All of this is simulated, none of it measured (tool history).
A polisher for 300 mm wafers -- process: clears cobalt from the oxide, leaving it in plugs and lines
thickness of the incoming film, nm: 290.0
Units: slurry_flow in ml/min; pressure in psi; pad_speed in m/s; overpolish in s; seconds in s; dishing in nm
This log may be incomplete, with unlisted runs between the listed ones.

run	hour	slurry_flow	pressure	pad_speed	overpolish	seconds	dishing
1	0.0	300	2.2	1.22	15	45.582	60.116
2	7.1	300	2.2	1.00	15	55.040	56.372
3	8.0	300	2.2	1.00	14	54.106	52.809
4	15.4	300	2.2	1.24	14	44.275	57.788
5	20.1	300	2.1	1.24	13	46.987	55.619
6	27.5	300	2.0	1.24	12	49.507	51.118

Expected results for the next run?
7	28.9	300	1.9	1.24	12	?	?

{"run 7": {"seconds": 51.714, "dishing": 49.922}}
